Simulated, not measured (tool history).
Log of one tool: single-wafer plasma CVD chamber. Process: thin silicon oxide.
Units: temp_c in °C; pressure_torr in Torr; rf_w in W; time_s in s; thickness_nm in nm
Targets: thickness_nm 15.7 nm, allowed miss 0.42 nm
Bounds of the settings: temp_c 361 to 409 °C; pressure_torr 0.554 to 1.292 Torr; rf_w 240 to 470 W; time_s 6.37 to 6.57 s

run 1 day=0 | temp_c=385 pressure_torr=0.923 rf_w=355 time_s=6.37 | thickness_nm=14.02
run 2 day=0.158 | temp_c=385 pressure_torr=0.923 rf_w=310 time_s=6.37 | thickness_nm=13.349
run 3 day=0.488 | temp_c=385 pressure_torr=0.762 rf_w=310 time_s=6.37 | thickness_nm=11.58
run 4 day=0.8 | temp_c=385 pressure_torr=0.818 rf_w=310 time_s=6.37 | thickness_nm=12.194
run 5 day=0.925 | temp_c=385 pressure_torr=0.849 rf_w=310 time_s=6.37 | thickness_nm=12.633
run 6 day=1.154 | temp_c=385 pressure_torr=0.928 rf_w=310 time_s=6.37 | thickness_nm=13.435
run 7 day=1.425 | temp_c=385 pressure_torr=0.947 rf_w=310 time_s=6.37 | thickness_nm=13.502
run 8 day=1.767 | temp_c=385 pressure_torr=0.967 rf_w=310 time_s=6.37 | thickness_nm=13.866
run 9 day=2.112 | temp_c=385 pressure_torr=0.967 rf_w=310 time_s=6.37 | thickness_nm=13.743

5 next moves are on the table. One of them brings every result within its allowed miss. Which?
run A day=2.458 | temp_c=391 pressure_torr=1.059 rf_w=345 time_s=6.57 | thickness_nm=?
run B day=2.458 | temp_c=382 pressure_torr=1.2 rf_w=355 time_s=6.57 | thickness_nm=?
run C day=2.458 | temp_c=403 pressure_torr=0.975 rf_w=320 time_s=6.57 | thickness_nm=?
run D day=2.458 | temp_c=381 pressure_torr=0.76 rf_w=300 time_s=6.37 | thickness_nm=?
run E day=2.458 | temp_c=382 pressure_torr=0.982 rf_w=295 time_s=6.49 | thickness_nm=?

move=A thickness_nm=15.557
move=B thickness_nm=17.026
move=C thickness_nm=14.286
move=D thickness_nm=11.451
move=E thickness_nm=13.994
A: meets every target
B: takes the result that was furthest off past its target
C: nearer than the last run, and not there yet
D: further off than the last run
E: nearer than the last run, and not there yet
Answer: A

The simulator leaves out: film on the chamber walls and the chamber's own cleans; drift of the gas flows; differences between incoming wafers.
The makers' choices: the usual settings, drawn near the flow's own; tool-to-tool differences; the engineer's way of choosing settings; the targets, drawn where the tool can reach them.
